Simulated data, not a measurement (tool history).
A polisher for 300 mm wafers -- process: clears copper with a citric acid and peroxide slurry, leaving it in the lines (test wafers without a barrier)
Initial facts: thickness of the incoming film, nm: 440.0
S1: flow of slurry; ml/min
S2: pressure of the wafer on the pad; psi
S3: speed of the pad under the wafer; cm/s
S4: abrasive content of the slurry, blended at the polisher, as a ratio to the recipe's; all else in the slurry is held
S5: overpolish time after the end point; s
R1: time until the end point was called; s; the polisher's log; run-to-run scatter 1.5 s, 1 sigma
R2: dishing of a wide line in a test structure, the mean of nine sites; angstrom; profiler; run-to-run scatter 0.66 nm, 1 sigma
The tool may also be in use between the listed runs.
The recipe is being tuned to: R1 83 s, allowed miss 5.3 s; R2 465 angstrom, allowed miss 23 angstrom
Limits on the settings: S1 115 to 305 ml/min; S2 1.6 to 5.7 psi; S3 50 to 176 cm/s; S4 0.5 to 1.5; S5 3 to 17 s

| run | day | S1 | S2 | S3 | S4 | S5 | R1 | R2 |
|---|---|---|---|---|---|---|---|---|
| 1 | 0 | 195 | 3.6 | 112 | 1 | 9 | 136.88 | 222.42 |
| 2 | 0.162 | 195 | 3.6 | 112 | 1 | 8 | 134 | 197.24 |
| 3 | 0.467 | 195 | 3 | 112 | 1 | 8 | 160.57 | 164.38 |
| 4 | 0.771 | 190 | 3.6 | 114 | 1 | 9 | 134.02 | 218.86 |
| 5 | 0.808 | 190 | 4.1 | 114 | 1 | 10 | 119.35 | 273.34 |
| 6 | 1.129 | 190 | 4.1 | 114 | 1 | 7 | 116.97 | 194.8 |
| 7 | 1.462 | 185 | 4.3 | 120 | 1 | 8 | 106.3 | 237.72 |
| 8 | 1.575 | 185 | 4.5 | 122 | 1 | 9 | 101.36 | 286.76 |
| 9 | 1.879 | 185 | 4.7 | 122 | 1 | 10 | 97.58 | 321.87 |
| 10 | 2.208 | 185 | 4.9 | 122 | 1 | 11 | 93.053 | 360.1 |
| 11 | 2.575 | 185 | 5 | 124 | 1 | 11 | 88.686 | 381.46 |
| 12 | 2.954 | 185 | 5.1 | 124 | 1 | 11 | 89.473 | 394.62 |
| 13 | 3.142 | 185 | 5.2 | 124 | 1 | 11 | 84.343 | 393.27 |
| 14 | 3.504 | 185 | 5.2 | 126 | 1 | 12 | 83.853 | 424.52 |

Next run, 4 choices. One meets every target within its allowed miss, the rest don't. Which?
| A | 3.867 | 200 | 5.7 | 138 | 1.2 | 11 | ? | ? |
| B | 3.867 | 135 | 5.5 | 108 | 0.9 | 13 | ? | ? |
| C | 3.867 | 195 | 5.3 | 124 | 0.95 | 15 | ? | ? |
| D | 3.867 | 210 | 5.6 | 120 | 0.95 | 13 | ? | ? |

| move | R1 | R2 |
|---|---|---|
| A | 72.051 | 467.77 |
| B | 103.78 | 395.56 |
| C | 89.092 | 505.76 |
| D | 85.992 | 463.81 |
A: brings the last run's worst result on target, with another outside its allowed miss
B: misses by more than the last run did
C: moves the result that the last run missed by most past its target, out the other side
D: meets every target
The move that meets every target is D.
